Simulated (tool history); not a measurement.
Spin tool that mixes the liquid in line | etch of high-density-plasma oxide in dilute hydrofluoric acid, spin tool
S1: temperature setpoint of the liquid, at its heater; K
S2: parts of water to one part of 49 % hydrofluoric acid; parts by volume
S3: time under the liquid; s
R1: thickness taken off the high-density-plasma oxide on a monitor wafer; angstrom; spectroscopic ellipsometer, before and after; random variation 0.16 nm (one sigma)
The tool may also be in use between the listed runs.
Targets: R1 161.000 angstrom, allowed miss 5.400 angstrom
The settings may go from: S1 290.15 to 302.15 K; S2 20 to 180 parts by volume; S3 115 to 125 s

Run 1, hour 0.0: S1 294.15 K, S2 100 parts by volume, S3 115 s. Result: R1 95.036 angstrom.
Run 2, hour 4.7: S1 296.15 K, S2 95 parts by volume, S3 115 s. Result: R1 108.770 angstrom.
Run 3, hour 11.6: S1 299.65 K, S2 95 parts by volume, S3 115 s. Result: R1 126.840 angstrom.
Run 4, hour 12.8: S1 300.15 K, S2 90 parts by volume, S3 115 s. Result: R1 136.640 angstrom.
Run 5, hour 15.1: S1 300.65 K, S2 90 parts by volume, S3 115 s. Result: R1 139.920 angstrom.
Run 6, hour 21.5: S1 298.15 K, S2 90 parts by volume, S3 115 s. Result: R1 128.040 angstrom.
Run 7, hour 26.4: S1 299.15 K, S2 90 parts by volume, S3 115 s. Result: R1 130.830 angstrom.
Run 8, hour 27.9: S1 300.15 K, S2 85 parts by volume, S3 115 s. Result: R1 146.160 angstrom.
Run 9, hour 34.2: S1 300.65 K, S2 85 parts by volume, S3 115 s. Result: R1 149.760 angstrom.
Run 10, hour 41.5: S1 301.15 K, S2 85 parts by volume, S3 115 s. Result: R1 152.210 angstrom.
Run 11, hour 47.0: S1 301.65 K, S2 85 parts by volume, S3 115 s. Result: R1 154.540 angstrom.

5 next moves are on the table. One of them brings every result within its allowed miss. Which?
Run A, hour 52.5: S1 296.65 K, S2 75 parts by volume, S3 115 s. Result: R1 ?.
Run B, hour 52.5: S1 302.15 K, S2 90 parts by volume, S3 115 s. Result: R1 ?.
Run C, hour 52.5: S1 301.65 K, S2 90 parts by volume, S3 115 s. Result: R1 ?.
Run D, hour 52.5: S1 299.65 K, S2 85 parts by volume, S3 115 s. Result: R1 ?.
Run E, hour 52.5: S1 300.15 K, S2 85 parts by volume, S3 125 s. Result: R1 ?.

move       R1
   A  144.580
   B  146.640
   C  143.860
   D  141.920
   E  157.310
A: further off than the last run
B: further off than the last run
C: further off than the last run
D: further off than the last run
E: meets every target
Move E is the one to make.
